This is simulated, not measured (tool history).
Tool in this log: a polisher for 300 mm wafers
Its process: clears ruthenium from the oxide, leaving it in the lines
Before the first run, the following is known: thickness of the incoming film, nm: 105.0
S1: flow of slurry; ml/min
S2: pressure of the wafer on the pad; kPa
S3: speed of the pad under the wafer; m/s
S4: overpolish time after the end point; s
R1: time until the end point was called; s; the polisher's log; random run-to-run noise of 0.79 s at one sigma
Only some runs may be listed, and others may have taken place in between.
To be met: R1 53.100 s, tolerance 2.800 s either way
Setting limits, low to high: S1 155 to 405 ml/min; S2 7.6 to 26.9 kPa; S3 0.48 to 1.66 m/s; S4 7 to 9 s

{"run": 1, "hour": 0.0, "S1": 260, "S2": 17.2, "S3": 1.06, "S4": 9, "R1": 83.223}
{"run": 2, "hour": 4.5, "S1": 260, "S2": 13.8, "S3": 1.06, "S4": 9, "R1": 103.97}
{"run": 3, "hour": 8.6, "S1": 260, "S2": 17.2, "S3": 1.08, "S4": 9, "R1": 81.648}
{"run": 4, "hour": 16.8, "S1": 260, "S2": 17.2, "S3": 0.88, "S4": 9, "R1": 97.874}
{"run": 5, "hour": 17.6, "S1": 260, "S2": 17.2, "S3": 0.88, "S4": 9, "R1": 96.427}
{"run": 6, "hour": 26.4, "S1": 260, "S2": 17.2, "S3": 1.02, "S4": 9, "R1": 84.217}
{"hour": 29.1, "done": "slurry nozzle cleaned"}
{"run": 7, "hour": 29.1, "S1": 260, "S2": 17.2, "S3": 1.02, "S4": 9, "R1": 83.675}
{"run": 8, "hour": 35.8, "S1": 260, "S2": 19.3, "S3": 1.02, "S4": 9, "R1": 72.487}
{"run": 9, "hour": 44.1, "S1": 260, "S2": 20.7, "S3": 1.02, "S4": 9, "R1": 70.088}
{"run": 10, "hour": 48.0, "S1": 260, "S2": 22.1, "S3": 1.02, "S4": 9, "R1": 64.472}

Exactly one of the 4 candidate moves below puts every result within its allowed miss. Which one?
{"run": "A", "hour": 51.9, "S1": 300, "S2": 26.9, "S3": 1.12, "S4": 9, "R1": "?"}
{"run": "B", "hour": 51.9, "S1": 265, "S2": 26.9, "S3": 1.16, "S4": 9, "R1": "?"}
{"run": "C", "hour": 51.9, "S1": 215, "S2": 23.4, "S3": 1.22, "S4": 8, "R1": "?"}
{"run": "D", "hour": 51.9, "S1": 330, "S2": 17.2, "S3": 1.08, "S4": 7, "R1": "?"}

move=A R1=47.781
move=B R1=46.985
move=C R1=52.855
move=D R1=75.363
A: the result that was furthest off in the last run now lies on the other side of its target
B: the result that was furthest off in the last run now lies on the other side of its target
C: every result within its allowed miss
D: lands further from the targets than the last run did
C meets every target.
